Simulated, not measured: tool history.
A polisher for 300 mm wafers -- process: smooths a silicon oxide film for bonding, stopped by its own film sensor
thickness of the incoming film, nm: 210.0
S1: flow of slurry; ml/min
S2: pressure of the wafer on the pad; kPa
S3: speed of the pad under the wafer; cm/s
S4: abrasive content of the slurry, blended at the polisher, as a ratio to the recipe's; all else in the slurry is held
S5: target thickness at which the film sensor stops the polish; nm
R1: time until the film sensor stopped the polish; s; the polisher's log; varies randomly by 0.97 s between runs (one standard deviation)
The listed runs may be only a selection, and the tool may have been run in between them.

run 1 day=0 | S1=140 S2=14.5 S3=112 S4=1 S5=183 | R1=28.799
run 2 day=0.079 | S1=140 S2=17.2 S3=112 S4=1 S5=183 | R1=24.747
run 3 day=0.188 | S1=140 S2=15.9 S3=102 S4=1 S5=183 | R1=27.938
run 4 day=0.329 | S1=140 S2=15.9 S3=102 S4=1.15 S5=183 | R1=25.868
run 5 day=0.596 | S1=140 S2=12.4 S3=102 S4=1.15 S5=183 | R1=31.252
run 6 day=0.808 | S1=135 S2=11.7 S3=94 S4=1.1 S5=183 | R1=36.339
run 7 day=0.962 | S1=130 S2=11 S3=86 S4=1.1 S5=183 | R1=40.336

Predict the results of run 8:
run 8 day=1.217 | S1=125 S2=10.3 S3=80 S4=1.1 S5=183 | R1=?

R1: 45.66 s
